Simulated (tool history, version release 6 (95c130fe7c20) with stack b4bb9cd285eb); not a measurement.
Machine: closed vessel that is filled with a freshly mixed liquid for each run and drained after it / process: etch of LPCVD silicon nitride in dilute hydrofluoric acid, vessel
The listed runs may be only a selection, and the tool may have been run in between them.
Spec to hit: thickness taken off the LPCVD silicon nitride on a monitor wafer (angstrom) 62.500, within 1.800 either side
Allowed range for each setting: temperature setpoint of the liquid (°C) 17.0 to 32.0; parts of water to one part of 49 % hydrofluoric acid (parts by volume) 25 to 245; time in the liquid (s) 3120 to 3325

| run | hour | temperature setpoint of the liquid (°C) | parts of water to one part of 49 % hydrofluoric acid (parts by volume) | time in the liquid (s) | thickness taken off the LPCVD silicon nitride on a monitor wafer (angstrom) |
|---|---|---|---|---|---|
| 1 | 0.0 | 24.0 | 135 | 3120 | 104.470 |
| 2 | 7.8 | 22.0 | 140 | 3120 | 87.369 |
| 3 | 12.5 | 22.0 | 140 | 3120 | 88.000 |
| 4 | 19.7 | 20.5 | 140 | 3120 | 80.329 |
| 5 | 23.6 | 20.5 | 140 | 3325 | 84.659 |
| 6 | 24.3 | 19.5 | 140 | 3325 | 79.633 |
| 7 | 28.7 | 19.0 | 140 | 3325 | 75.995 |
| 8 | 35.0 | 18.5 | 140 | 3325 | 73.636 |

Exactly one of the 5 candidate moves below puts every result within its allowed miss. Which one?
| A | 41.3 | 17.5 | 115 | 3230 | ? |
| B | 41.3 | 18.5 | 115 | 3300 | ? |
| C | 41.3 | 17.0 | 145 | 3250 | ? |
| D | 41.3 | 19.0 | 150 | 3165 | ? |
| E | 41.3 | 17.0 | 130 | 3160 | ? |

| move | thickness taken off the LPCVD silicon nitride on a monitor wafer (angstrom) |
|---|---|
| A | 82.144 |
| B | 89.903 |
| C | 63.830 |
| D | 68.923 |
| E | 68.957 |
A: its largest miss is bigger than the last run's
B: its largest miss is bigger than the last run's
C: every result lands within tolerance
D: nearer the targets than the last run, but a result is still out of spec
E: nearer the targets than the last run, but a result is still out of spec
Answer: C
